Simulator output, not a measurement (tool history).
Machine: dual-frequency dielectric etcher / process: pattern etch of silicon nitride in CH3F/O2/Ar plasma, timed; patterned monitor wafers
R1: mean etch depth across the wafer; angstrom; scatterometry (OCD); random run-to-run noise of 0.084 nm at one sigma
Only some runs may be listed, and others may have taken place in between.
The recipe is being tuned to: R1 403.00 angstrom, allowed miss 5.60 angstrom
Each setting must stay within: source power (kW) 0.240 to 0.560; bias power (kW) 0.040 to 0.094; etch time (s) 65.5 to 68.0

{"run": 1, "hour": 0.0, "source power (kW)": 0.4, "bias power (kW)": 0.067, "etch time (s)": 65.5, "R1": 472.1}
{"run": 2, "hour": 6.0, "source power (kW)": 0.38, "bias power (kW)": 0.067, "etch time (s)": 65.5, "R1": 462.22}
{"run": 3, "hour": 11.3, "source power (kW)": 0.38, "bias power (kW)": 0.067, "etch time (s)": 68.0, "R1": 480.59}
{"run": 4, "hour": 20.3, "source power (kW)": 0.37, "bias power (kW)": 0.066, "etch time (s)": 68.0, "R1": 474.55}
{"run": 5, "hour": 22.7, "source power (kW)": 0.37, "bias power (kW)": 0.072, "etch time (s)": 68.0, "R1": 490.64}
{"run": 6, "hour": 29.4, "source power (kW)": 0.37, "bias power (kW)": 0.072, "etch time (s)": 68.0, "R1": 487.34}
{"run": 7, "hour": 35.3, "source power (kW)": 0.36, "bias power (kW)": 0.071, "etch time (s)": 68.0, "R1": 481.29}
{"run": 8, "hour": 43.4, "source power (kW)": 0.35, "bias power (kW)": 0.07, "etch time (s)": 68.0, "R1": 473.99}
{"run": 9, "hour": 44.0, "source power (kW)": 0.34, "bias power (kW)": 0.069, "etch time (s)": 68.0, "R1": 468.06}
{"run": 10, "hour": 50.2, "source power (kW)": 0.33, "bias power (kW)": 0.068, "etch time (s)": 68.0, "R1": 461.16}
{"run": 11, "hour": 52.5, "source power (kW)": 0.32, "bias power (kW)": 0.067, "etch time (s)": 68.0, "R1": 453.47}
{"run": 12, "hour": 58.1, "source power (kW)": 0.31, "bias power (kW)": 0.066, "etch time (s)": 68.0, "R1": 444.8}
{"run": 13, "hour": 66.6, "source power (kW)": 0.3, "bias power (kW)": 0.065, "etch time (s)": 68.0, "R1": 437.5}
{"run": 14, "hour": 71.5, "source power (kW)": 0.29, "bias power (kW)": 0.065, "etch time (s)": 68.0, "R1": 433.83}
{"run": 15, "hour": 76.9, "source power (kW)": 0.26, "bias power (kW)": 0.062, "etch time (s)": 68.0, "R1": 411.26}

Consider the 4 candidate settings below. Which is the only one whose results all fall within their allowed miss of target?
{"run": "A", "hour": 82.3, "source power (kW)": 0.31, "bias power (kW)": 0.06, "etch time (s)": 66.0, "R1": "?"}
{"run": "B", "hour": 82.3, "source power (kW)": 0.3, "bias power (kW)": 0.052, "etch time (s)": 67.5, "R1": "?"}
{"run": "C", "hour": 82.3, "source power (kW)": 0.25, "bias power (kW)": 0.067, "etch time (s)": 68.0, "R1": "?"}
{"run": "D", "hour": 82.3, "source power (kW)": 0.26, "bias power (kW)": 0.071, "etch time (s)": 65.5, "R1": "?"}

move=A R1=417.57
move=B R1=402.25
move=C R1=416.35
move=D R1=414.77
A: lands further from the targets than the last run did
B: all results land within tolerance of their targets
C: lands further from the targets than the last run did
D: lands further from the targets than the last run did
Move B is the one to make.

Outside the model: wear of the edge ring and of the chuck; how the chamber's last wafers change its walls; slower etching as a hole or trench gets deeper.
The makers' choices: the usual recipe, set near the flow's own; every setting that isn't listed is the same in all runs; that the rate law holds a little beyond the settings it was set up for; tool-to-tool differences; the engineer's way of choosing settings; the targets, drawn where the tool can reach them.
